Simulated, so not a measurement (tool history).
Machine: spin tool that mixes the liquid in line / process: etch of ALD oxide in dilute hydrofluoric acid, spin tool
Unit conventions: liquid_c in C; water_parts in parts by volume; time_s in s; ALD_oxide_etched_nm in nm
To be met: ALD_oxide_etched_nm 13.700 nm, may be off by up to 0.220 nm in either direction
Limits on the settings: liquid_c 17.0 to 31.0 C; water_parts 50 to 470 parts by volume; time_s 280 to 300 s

run 1 hour=0.0 | liquid_c=23.0 water_parts=260 time_s=280 | ALD_oxide_etched_nm=22.180
run 2 hour=3.9 | liquid_c=23.0 water_parts=260 time_s=300 | ALD_oxide_etched_nm=23.731
run 3 hour=11.1 | liquid_c=21.5 water_parts=280 time_s=300 | ALD_oxide_etched_nm=20.493
run 4 hour=14.5 | liquid_c=20.5 water_parts=290 time_s=300 | ALD_oxide_etched_nm=18.796
run 5 hour=18.4 | liquid_c=20.5 water_parts=210 time_s=300 | ALD_oxide_etched_nm=28.072
run 6 hour=23.1 | liquid_c=18.0 water_parts=210 time_s=300 | ALD_oxide_etched_nm=25.679
run 7 hour=31.6 | liquid_c=18.0 water_parts=240 time_s=300 | ALD_oxide_etched_nm=21.630
run 8 hour=36.3 | liquid_c=17.5 water_parts=260 time_s=300 | ALD_oxide_etched_nm=19.444
run 9 hour=45.3 | liquid_c=17.5 water_parts=275 time_s=300 | ALD_oxide_etched_nm=18.117
run 10 hour=48.7 | liquid_c=17.5 water_parts=290 time_s=300 | ALD_oxide_etched_nm=16.939
run 11 hour=57.3 | liquid_c=17.5 water_parts=300 time_s=300 | ALD_oxide_etched_nm=16.245
run 12 hour=58.6 | liquid_c=17.5 water_parts=310 time_s=300 | ALD_oxide_etched_nm=15.532
run 13 hour=67.1 | liquid_c=17.5 water_parts=315 time_s=300 | ALD_oxide_etched_nm=15.232
run 14 hour=72.0 | liquid_c=17.5 water_parts=320 time_s=300 | ALD_oxide_etched_nm=14.915
-- hour=73.7 thermometer replaced
run 15 hour=73.7 | liquid_c=17.5 water_parts=320 time_s=300 | ALD_oxide_etched_nm=13.939

5 candidate next runs follow, results not yet known. Just one meets every target within its allowed miss. Identify it.
run A hour=75.4 | liquid_c=18.5 water_parts=325 time_s=280 | ALD_oxide_etched_nm=?
run B hour=75.4 | liquid_c=18.0 water_parts=310 time_s=280 | ALD_oxide_etched_nm=?
run C hour=75.4 | liquid_c=18.0 water_parts=305 time_s=285 | ALD_oxide_etched_nm=?
run D hour=75.4 | liquid_c=18.5 water_parts=320 time_s=295 | ALD_oxide_etched_nm=?
run E hour=75.4 | liquid_c=21.0 water_parts=335 time_s=285 | ALD_oxide_etched_nm=?

move=A ALD_oxide_etched_nm=13.228
move=B ALD_oxide_etched_nm=13.788
move=C ALD_oxide_etched_nm=14.325
move=D ALD_oxide_etched_nm=14.214
move=E ALD_oxide_etched_nm=14.171
A: carries the result that was furthest off beyond its target, to the other side
B: hits every target within its allowed miss
C: further off than the last run
D: further off than the last run
E: further off than the last run
So the answer is move B, the one that meets all the targets.
